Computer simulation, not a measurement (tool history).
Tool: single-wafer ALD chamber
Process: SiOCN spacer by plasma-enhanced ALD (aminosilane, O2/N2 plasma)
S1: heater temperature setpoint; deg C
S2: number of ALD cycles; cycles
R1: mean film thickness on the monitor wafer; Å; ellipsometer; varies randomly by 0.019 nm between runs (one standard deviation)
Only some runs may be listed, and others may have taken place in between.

Run 1, hour 0: S1 390 deg C, S2 75 cycles. Result: R1 43.485 Å.
Run 2, hour 5.9: S1 397 deg C, S2 75 cycles. Result: R1 43.507 Å.
Run 3, hour 12.4: S1 397 deg C, S2 70 cycles. Result: R1 40.496 Å.
Run 4, hour 16.6: S1 397 deg C, S2 67 cycles. Result: R1 38.396 Å.
Run 5, hour 24.6: S1 397 deg C, S2 65 cycles. Result: R1 37.546 Å.
Run 6, hour 28.7: S1 407 deg C, S2 65 cycles. Result: R1 37.142 Å.

Expected results for the next run?
Run 7, hour 34: S1 407 deg C, S2 63 cycles. Result: R1 ?.

Run 7 yielded R1 35.55 Å.

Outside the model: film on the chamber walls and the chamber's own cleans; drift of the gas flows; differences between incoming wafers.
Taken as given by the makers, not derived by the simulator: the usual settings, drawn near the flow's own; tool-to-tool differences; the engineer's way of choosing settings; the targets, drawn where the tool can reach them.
